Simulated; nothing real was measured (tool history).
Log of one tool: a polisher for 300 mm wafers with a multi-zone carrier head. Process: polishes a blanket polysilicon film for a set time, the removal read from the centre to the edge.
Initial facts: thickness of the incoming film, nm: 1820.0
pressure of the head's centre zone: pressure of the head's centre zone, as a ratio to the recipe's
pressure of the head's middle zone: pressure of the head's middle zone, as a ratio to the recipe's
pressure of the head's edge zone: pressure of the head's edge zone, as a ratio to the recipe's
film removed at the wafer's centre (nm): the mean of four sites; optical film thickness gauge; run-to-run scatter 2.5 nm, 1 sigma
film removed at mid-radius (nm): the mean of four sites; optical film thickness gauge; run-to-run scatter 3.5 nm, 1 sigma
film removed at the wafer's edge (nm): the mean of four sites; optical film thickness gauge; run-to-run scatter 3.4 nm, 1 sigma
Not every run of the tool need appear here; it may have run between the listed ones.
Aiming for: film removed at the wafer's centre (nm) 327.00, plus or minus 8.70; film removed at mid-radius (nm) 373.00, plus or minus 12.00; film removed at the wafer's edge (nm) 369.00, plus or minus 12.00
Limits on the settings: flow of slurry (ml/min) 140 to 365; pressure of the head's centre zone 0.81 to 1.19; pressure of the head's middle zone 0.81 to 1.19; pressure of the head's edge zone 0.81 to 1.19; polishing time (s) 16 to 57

run	day	flow of slurry (ml/min)	pressure of the head's centre zone	pressure of the head's middle zone	pressure of the head's edge zone	polishing time (s)	film removed at the wafer's centre (nm)	film removed at mid-radius (nm)	film removed at the wafer's edge (nm)
1	0.000	235	1.00	1.00	1.00	36	434.25	436.84	426.21
2	0.208	235	1.00	1.08	1.00	36	438.42	451.26	430.55
3	0.512	235	1.00	1.08	0.92	36	430.16	452.12	410.13
4	0.667	220	0.95	1.02	0.91	35	399.93	416.68	397.77
5	0.750	220	0.95	1.02	0.96	35	397.12	424.52	406.46
6	1.029	220	0.95	1.02	1.00	35	396.39	419.04	412.48
7	1.238	210	0.91	1.00	0.97	34	370.03	401.03	395.59
8	1.462	200	0.89	0.99	0.95	34	355.79	394.90	383.65
9	1.504	190	0.88	0.98	0.95	34	349.22	388.88	387.71
10	1.612	185	0.87	0.98	0.93	34	345.49	383.00	385.09

Of the 5 settings listed for the next run, only one would bring every result within its allowed miss of target. Which one?
A	1.721	245	0.95	1.10	0.91	31	?	?	?
B	1.721	220	0.83	1.06	0.88	33	?	?	?
C	1.721	175	0.90	1.04	1.02	32	?	?	?
D	1.721	205	0.94	1.04	0.84	31	?	?	?
E	1.721	180	0.84	1.06	0.94	31	?	?	?

move	film removed at the wafer's centre (nm)	film removed at mid-radius (nm)	film removed at the wafer's edge (nm)
A	353.56	399.43	358.46
B	323.00	408.05	371.83
C	325.49	375.33	375.80
D	339.86	373.82	339.42
E	295.93	370.80	351.39
A: further off than the last run
B: brings the last run's worst result on target, with another outside its allowed miss
C: all results in spec
D: further off than the last run
E: carries the result that was furthest off beyond its target, to the other side
The right move is C.

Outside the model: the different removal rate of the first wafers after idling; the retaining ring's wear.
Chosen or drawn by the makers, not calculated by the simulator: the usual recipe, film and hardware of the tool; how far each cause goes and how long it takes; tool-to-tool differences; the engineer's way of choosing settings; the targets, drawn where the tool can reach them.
